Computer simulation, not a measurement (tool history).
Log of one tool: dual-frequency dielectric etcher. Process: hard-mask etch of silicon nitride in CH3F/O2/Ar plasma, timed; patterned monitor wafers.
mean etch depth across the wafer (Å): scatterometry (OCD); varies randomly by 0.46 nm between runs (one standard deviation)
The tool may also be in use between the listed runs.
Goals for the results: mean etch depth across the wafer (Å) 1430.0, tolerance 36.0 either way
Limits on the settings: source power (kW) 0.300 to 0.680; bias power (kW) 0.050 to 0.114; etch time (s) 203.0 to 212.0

run,hour,source power (kW),bias power (kW),etch time (s),mean etch depth across the wafer (Å)
1,0.0,0.490,0.082,203.0,1654.6
2,6.2,0.490,0.094,203.0,1744.6
3,8.2,0.450,0.090,203.0,1651.9
4,17.2,0.450,0.090,212.0,1729.0
5,22.4,0.420,0.087,211.0,1650.8
# hour 24.5: source power generator calibrated
6,24.5,0.400,0.085,210.5,1572.8
7,28.5,0.380,0.084,210.5,1533.0
8,29.8,0.370,0.084,210.5,1517.5
9,36.5,0.360,0.084,210.5,1497.1
10,44.4,0.350,0.084,210.5,1480.4

Exercise: of the 4 proposed moves below, exactly one satisfies all targets within the stated allowed misses. Which move is it?
A,52.3,0.300,0.081,206.0,?
B,52.3,0.370,0.076,203.5,?
C,52.3,0.310,0.099,210.5,?
D,52.3,0.300,0.082,210.5,?

move,mean etch depth across the wafer (Å)
A,1336.1
B,1415.1
C,1491.8
D,1371.4
A: the result that was furthest off in the last run now lies on the other side of its target
B: hits every target within its allowed miss
C: further off than the last run
D: the result that was furthest off in the last run now lies on the other side of its target
The right move is B.

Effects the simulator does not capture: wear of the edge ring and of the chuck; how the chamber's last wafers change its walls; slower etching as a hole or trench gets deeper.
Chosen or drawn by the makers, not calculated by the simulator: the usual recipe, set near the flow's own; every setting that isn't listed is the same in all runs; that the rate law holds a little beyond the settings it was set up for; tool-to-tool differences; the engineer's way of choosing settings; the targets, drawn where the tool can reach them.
